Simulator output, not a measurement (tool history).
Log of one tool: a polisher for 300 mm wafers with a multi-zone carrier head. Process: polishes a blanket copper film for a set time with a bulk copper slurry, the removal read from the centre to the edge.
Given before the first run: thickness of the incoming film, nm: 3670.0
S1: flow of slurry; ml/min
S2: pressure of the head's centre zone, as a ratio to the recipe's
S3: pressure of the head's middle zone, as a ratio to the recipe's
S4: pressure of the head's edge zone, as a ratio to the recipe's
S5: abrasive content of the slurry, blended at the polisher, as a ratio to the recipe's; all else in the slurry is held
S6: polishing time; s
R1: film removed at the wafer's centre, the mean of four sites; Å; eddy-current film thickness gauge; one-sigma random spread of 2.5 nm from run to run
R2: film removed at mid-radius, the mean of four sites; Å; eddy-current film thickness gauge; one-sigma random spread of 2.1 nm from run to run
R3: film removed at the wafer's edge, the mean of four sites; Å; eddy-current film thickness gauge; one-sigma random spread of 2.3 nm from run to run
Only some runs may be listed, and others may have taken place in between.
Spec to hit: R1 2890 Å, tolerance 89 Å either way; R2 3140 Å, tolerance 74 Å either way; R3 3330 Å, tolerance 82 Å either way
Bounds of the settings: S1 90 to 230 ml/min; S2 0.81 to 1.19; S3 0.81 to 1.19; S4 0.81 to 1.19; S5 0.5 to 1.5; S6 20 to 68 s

run 1 day=0 | S1=150 S2=1 S3=1 S4=1 S5=1 S6=44 | R1=5069.3 R2=5328.5 R3=5112.1
run 2 day=0.196 | S1=150 S2=1 S3=1 S4=1 S5=1 S6=39 | R1=4607.6 R2=4743.6 R3=4581.2
run 3 day=0.346 | S1=140 S2=0.97 S3=0.98 S4=0.98 S5=0.9 S6=38 | R1=4122.2 R2=4413 R3=4295.2
run 4 day=0.583 | S1=140 S2=0.97 S3=0.98 S4=0.92 S5=0.9 S6=38 | R1=4128 R2=4419.8 R3=4146.6
run 5 day=0.675 | S1=140 S2=0.97 S3=0.98 S4=0.92 S5=0.9 S6=28 | R1=2983.9 R2=3253.2 R3=3089.4
run 6 day=1.012 | S1=140 S2=0.97 S3=0.98 S4=0.92 S5=0.75 S6=28 | R1=2916.2 R2=3092.7 R3=2974.7
run 7 day=1.067 | S1=145 S2=0.96 S3=0.97 S4=0.94 S5=0.75 S6=28 | R1=2947 R2=3142.9 R3=3020.5
run 8 day=1.254 | S1=145 S2=0.95 S3=0.96 S4=0.97 S5=0.75 S6=28 | R1=2943.8 R2=3097.7 R3=3042
run 9 day=1.488 | S1=145 S2=0.94 S3=0.96 S4=1 S5=0.75 S6=28 | R1=2928.2 R2=3147.4 R3=3134.6
run 10 day=1.658 | S1=145 S2=0.94 S3=0.96 S4=1.02 S5=0.75 S6=28 | R1=2897.4 R2=3090.8 R3=3144.5
run 11 day=1.979 | S1=145 S2=0.94 S3=0.96 S4=1.03 S5=0.75 S6=28 | R1=2904.9 R2=3105.6 R3=3175.2
run 12 day=2.246 | S1=145 S2=0.94 S3=0.96 S4=1.04 S5=0.75 S6=28 | R1=2870.3 R2=3132.4 R3=3194.2
run 13 day=2.588 | S1=145 S2=0.94 S3=0.96 S4=1.05 S5=0.75 S6=28 | R1=2884.4 R2=3121.1 R3=3200.3
run 14 day=2.762 | S1=145 S2=0.94 S3=0.96 S4=1.06 S5=0.75 S6=28 | R1=2928.2 R2=3103.7 R3=3225.4
run 15 day=2.904 | S1=145 S2=0.94 S3=0.96 S4=1.06 S5=0.75 S6=28 | R1=2900.5 R2=3119.3 R3=3199.2
run 16 day=3.188 | S1=145 S2=0.94 S3=0.96 S4=1.07 S5=0.75 S6=28 | R1=2880.2 R2=3108.2 R3=3245.9
run 17 day=3.433 | S1=145 S2=0.94 S3=0.96 S4=1.08 S5=0.75 S6=28 | R1=2891.7 R2=3084.9 R3=3228.2

Exactly one of the 5 candidate moves below puts every result within its allowed miss. Which one?
run A day=3.679 | S1=145 S2=0.94 S3=0.97 S4=1.14 S5=0.5 S6=30 | R1=? R2=? R3=?
run B day=3.679 | S1=195 S2=0.95 S3=0.93 S4=1.15 S5=0.8 S6=26 | R1=? R2=? R3=?
run C day=3.679 | S1=125 S2=0.99 S3=1.05 S4=1.06 S5=0.8 S6=27 | R1=? R2=? R3=?
run D day=3.679 | S1=160 S2=0.93 S3=1 S4=1 S5=0.5 S6=30 | R1=? R2=? R3=?
run E day=3.679 | S1=145 S2=0.94 S3=0.97 S4=1.01 S5=0.75 S6=27 | R1=? R2=? R3=?

move=A R1=2936.7 R2=3184.7 R3=3350.7
move=B R1=2931.4 R2=3016.9 R3=3258.3
move=C R1=2885.5 R2=3187.7 R3=3053.2
move=D R1=2969.3 R2=3331.3 R3=3189
move=E R1=2810.8 R2=3048.7 R3=3025.6
A: hits every target within its allowed miss
B: brings the last run's worst result on target, with another outside its allowed miss
C: further off than the last run
D: further off than the last run
E: further off than the last run
A is the move that brings every result within its allowed miss.
